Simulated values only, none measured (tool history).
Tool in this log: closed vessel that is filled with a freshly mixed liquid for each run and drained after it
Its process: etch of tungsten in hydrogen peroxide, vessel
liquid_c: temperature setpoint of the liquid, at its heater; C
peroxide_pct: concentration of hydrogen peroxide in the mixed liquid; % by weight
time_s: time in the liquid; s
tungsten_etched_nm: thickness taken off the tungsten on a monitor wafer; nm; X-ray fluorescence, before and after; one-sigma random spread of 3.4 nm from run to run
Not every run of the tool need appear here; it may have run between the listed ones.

run  hour  liquid_c  peroxide_pct  time_s  tungsten_etched_nm
  1     0        51            22      85              250.76
  2   5.2      52.5            22      85              271.59
  3  11.6      46.5            22      85              189.49
  4  17.4      46.5            26      85              205.96
  5  20.5      48.5            26      85              233.68
  6  23.7      48.5          24.5      85              220.66
  7  29.4        50          24.5      85              248.68
  8  30.3      51.5          24.5      85               269.4
  9  36.1      52.5          24.5      85               286.7
 10  37.3      53.5          24.5      85              307.99

Run 11 comes next. What will it give?
 11  44.7        54          24.5      85                   ?

{"run 11": {"tungsten_etched_nm": 317.56}}
